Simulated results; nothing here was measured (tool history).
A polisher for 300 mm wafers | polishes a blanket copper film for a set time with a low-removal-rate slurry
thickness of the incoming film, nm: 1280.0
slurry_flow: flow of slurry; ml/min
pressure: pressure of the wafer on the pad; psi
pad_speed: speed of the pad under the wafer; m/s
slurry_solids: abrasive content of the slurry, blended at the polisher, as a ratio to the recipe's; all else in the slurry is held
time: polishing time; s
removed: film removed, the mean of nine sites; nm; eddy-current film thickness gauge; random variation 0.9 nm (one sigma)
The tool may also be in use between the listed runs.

run 1 hour=0 | slurry_flow=160 pressure=3.3 pad_speed=1.04 slurry_solids=1 time=38 | removed=110.9
run 2 hour=1.1 | slurry_flow=160 pressure=3 pad_speed=1.04 slurry_solids=1 time=38 | removed=101.89
run 3 hour=1.9 | slurry_flow=140 pressure=3 pad_speed=1.04 slurry_solids=1 time=38 | removed=99.779
run 4 hour=3.6 | slurry_flow=140 pressure=3 pad_speed=1.26 slurry_solids=1 time=38 | removed=117.2
run 5 hour=8.7 | slurry_flow=140 pressure=3 pad_speed=1.26 slurry_solids=1 time=38 | removed=117.69
run 6 hour=14.9 | slurry_flow=140 pressure=3.5 pad_speed=1.26 slurry_solids=1 time=38 | removed=139.33

Forecast run 7:
run 7 hour=19.6 | slurry_flow=140 pressure=3.1 pad_speed=1.26 slurry_solids=1 time=38 | removed=?

{"run 7": {"removed": 122.98}}
